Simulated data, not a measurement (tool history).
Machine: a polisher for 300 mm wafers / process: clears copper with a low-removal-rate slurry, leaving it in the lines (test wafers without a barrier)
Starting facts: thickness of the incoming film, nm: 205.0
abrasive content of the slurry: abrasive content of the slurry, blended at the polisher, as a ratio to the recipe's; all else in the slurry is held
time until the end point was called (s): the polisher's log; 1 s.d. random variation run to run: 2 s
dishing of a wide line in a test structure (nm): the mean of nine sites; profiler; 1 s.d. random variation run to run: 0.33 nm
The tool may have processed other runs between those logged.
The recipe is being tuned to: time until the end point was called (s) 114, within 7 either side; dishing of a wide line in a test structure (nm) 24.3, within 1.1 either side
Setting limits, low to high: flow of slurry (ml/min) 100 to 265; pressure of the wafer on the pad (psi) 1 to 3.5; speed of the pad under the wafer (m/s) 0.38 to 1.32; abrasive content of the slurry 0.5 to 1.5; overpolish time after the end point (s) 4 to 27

run  hour  flow of slurry (ml/min)  pressure of the wafer on the pad (psi)  speed of the pad under the wafer (m/s)  abrasive content of the slurry  overpolish time after the end point (s)  time until the end point was called (s)  dishing of a wide line in a test structure (nm)
  1     0                      170                                     2.2                                    0.84                               1                                       14                                    151.4                                           17.018
  2   1.9                      170                                     2.3                                    0.84                               1                                       14                                   139.95                                           17.565
  3   2.4                      170                                     2.3                                    0.84                               1                                        8                                   141.77                                           10.577
  4  10.9                      170                                     2.3                                    1.04                               1                                        8                                   119.97                                           11.948
  5  17.3                      170                                     2.3                                    1.02                               1                                       10                                   124.95                                           14.406
  6  25.3                      165                                     2.3                                    1.04                               1                                       11                                   123.51                                            15.75
  7  33.2                      160                                     2.3                                    1.04                               1                                       12                                   122.63                                           16.878
  8  36.6                      155                                     2.5                                    1.04                               1                                       17                                   115.73                                           25.524

Which single option among these 5 for the next run brings every result within its allowed miss of target? Just one does.
  A    40                      145                                     2.3                                    1.14                               1                                       20                                        ?                                                ?
  B    40                      225                                     2.4                                    1.02                             1.1                                       17                                        ?                                                ?
  C    40                      105                                     2.7                                    1.06                               1                                       18                                        ?                                                ?
  D    40                      150                                     2.5                                    0.92                            0.95                                       20                                        ?                                                ?
  E    40                      115                                     2.5                                    1.08                            1.05                                       16                                        ?                                                ?

move  time until the end point was called (s)  dishing of a wide line in a test structure (nm)
   A                                   121.72                                           28.932
   B                                   116.07                                            26.16
   C                                   115.03                                           27.911
   D                                   129.99                                           27.394
   E                                   119.12                                           24.228
A: misses by more than the last run did
B: misses by more than the last run did
C: misses by more than the last run did
D: misses by more than the last run did
E: each result inside its tolerance
Go with E: it meets all targets.

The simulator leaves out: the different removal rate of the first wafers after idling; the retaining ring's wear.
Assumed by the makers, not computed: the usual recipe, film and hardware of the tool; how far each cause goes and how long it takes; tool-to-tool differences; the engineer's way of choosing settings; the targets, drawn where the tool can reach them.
